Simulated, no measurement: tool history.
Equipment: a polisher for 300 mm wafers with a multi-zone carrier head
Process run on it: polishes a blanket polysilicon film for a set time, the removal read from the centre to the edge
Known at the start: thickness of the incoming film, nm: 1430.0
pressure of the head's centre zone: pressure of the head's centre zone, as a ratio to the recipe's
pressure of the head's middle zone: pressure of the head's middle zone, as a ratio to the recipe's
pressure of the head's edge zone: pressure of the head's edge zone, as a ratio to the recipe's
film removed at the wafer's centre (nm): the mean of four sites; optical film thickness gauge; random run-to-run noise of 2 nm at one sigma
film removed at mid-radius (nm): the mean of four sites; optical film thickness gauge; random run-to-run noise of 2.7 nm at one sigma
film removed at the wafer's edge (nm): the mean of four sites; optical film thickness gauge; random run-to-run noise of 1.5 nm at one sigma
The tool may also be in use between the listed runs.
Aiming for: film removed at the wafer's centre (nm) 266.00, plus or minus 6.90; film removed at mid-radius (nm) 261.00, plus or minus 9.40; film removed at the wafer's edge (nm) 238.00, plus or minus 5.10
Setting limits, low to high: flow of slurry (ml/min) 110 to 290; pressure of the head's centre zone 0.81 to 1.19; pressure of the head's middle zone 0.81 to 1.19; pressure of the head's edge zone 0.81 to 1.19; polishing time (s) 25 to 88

run,hour,flow of slurry (ml/min),pressure of the head's centre zone,pressure of the head's middle zone,pressure of the head's edge zone,polishing time (s),film removed at the wafer's centre (nm),film removed at mid-radius (nm),film removed at the wafer's edge (nm)
1,0.0,185,1.00,1.00,1.00,56,370.27,377.11,374.42
2,0.9,185,1.01,1.00,0.95,50,333.22,329.19,325.67
3,8.3,185,1.01,1.00,0.89,50,333.13,343.50,315.01
4,11.3,185,1.07,1.00,0.89,50,353.12,334.39,315.33
5,19.2,180,1.06,1.00,0.87,46,322.79,306.61,290.69
6,21.5,180,1.11,1.00,0.87,46,339.79,308.61,288.95
7,25.2,170,1.09,1.00,0.85,43,305.19,286.08,263.55
8,34.0,155,1.08,0.99,0.84,43,297.53,280.46,259.80
9,41.0,145,1.07,0.99,0.83,43,290.40,272.76,256.82
10,48.9,140,1.07,1.00,0.82,42,279.51,264.76,248.64
11,55.6,135,1.07,1.02,0.82,42,284.59,271.95,246.82
12,59.2,130,1.06,1.02,0.82,42,275.11,273.65,246.56

Consider the 4 candidate settings below. Which is the only one whose results all fall within their allowed miss of target?
A,62.8,110,1.07,1.02,0.81,42,?,?,?
B,62.8,135,1.15,1.08,0.81,40,?,?,?
C,62.8,165,1.04,1.11,0.81,39,?,?,?
D,62.8,185,1.02,0.83,0.85,43,?,?,?

move,film removed at the wafer's centre (nm),film removed at mid-radius (nm),film removed at the wafer's edge (nm)
A,269.36,261.86,239.51
B,288.59,272.16,234.35
C,264.10,281.02,233.98
D,290.44,247.41,267.80
A: all results land within tolerance of their targets
B: gets the furthest-off result to its target, but another result is out of tolerance
C: gets the furthest-off result to its target, but another result is out of tolerance
D: its largest miss is bigger than the last run's
Correct choice: A, which meets every target
